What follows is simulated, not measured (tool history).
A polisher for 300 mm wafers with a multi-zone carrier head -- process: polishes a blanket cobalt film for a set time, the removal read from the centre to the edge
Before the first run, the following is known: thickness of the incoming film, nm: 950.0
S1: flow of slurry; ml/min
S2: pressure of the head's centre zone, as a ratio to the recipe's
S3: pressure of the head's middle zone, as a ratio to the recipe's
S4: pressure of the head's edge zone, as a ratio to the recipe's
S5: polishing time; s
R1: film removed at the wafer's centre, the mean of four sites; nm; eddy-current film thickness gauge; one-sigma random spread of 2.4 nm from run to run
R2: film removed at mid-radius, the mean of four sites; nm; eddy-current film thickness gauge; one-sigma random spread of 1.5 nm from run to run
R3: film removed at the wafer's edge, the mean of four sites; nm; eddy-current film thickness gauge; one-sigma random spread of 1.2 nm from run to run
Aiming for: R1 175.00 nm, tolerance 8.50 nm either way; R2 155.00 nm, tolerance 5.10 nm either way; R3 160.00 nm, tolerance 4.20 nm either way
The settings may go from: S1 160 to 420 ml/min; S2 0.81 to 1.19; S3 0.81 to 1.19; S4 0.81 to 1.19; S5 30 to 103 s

run    day   S1    S2    S3    S4  S5      R1      R2      R3
  1  0.000  270  1.00  1.00  1.00  66  183.19  188.34  190.12
  2  0.346  270  1.07  1.00  1.00  66  195.11  182.72  188.90
  3  0.575  325  1.07  1.00  1.00  66  204.44  189.14  190.13
  4  0.912  325  1.07  1.00  1.08  66  201.61  184.32  197.53
  5  1.050  325  1.07  1.05  1.08  66  199.73  194.00  199.92
  6  1.308  320  1.07  1.03  1.06  65  194.42  188.15  193.33
  7  1.412  320  1.07  1.03  1.06  65  198.06  187.16  193.30
  8  1.742  315  1.07  1.02  1.05  64  191.10  184.01  189.32
  9  1.850  310  1.07  1.01  1.04  63  191.12  182.33  185.07
 10  2.058  305  1.07  1.00  1.03  62  185.45  177.75  182.97
 11  2.125  290  1.13  0.93  0.93  56  179.87  150.31  154.95

Which single option among these 4 for the next run brings every result within its allowed miss of target? Just one does.
  A  2.192  285  1.12  0.93  0.95  54   ?   ?   ?
  B  2.192  215  1.15  0.97  0.91  56   ?   ?   ?
  C  2.192  405  1.08  0.93  0.95  56   ?   ?   ?
  D  2.192  265  1.15  0.94  0.89  54   ?   ?   ?

move      R1      R2      R3
   A  167.30  146.29  150.50
   B  171.73  150.87  149.23
   C  172.97  156.42  159.75
   D  170.36  146.18  145.29
A: misses by more than the last run did
B: misses by more than the last run did
C: hits every target within its allowed miss
D: misses by more than the last run did
Answer: C
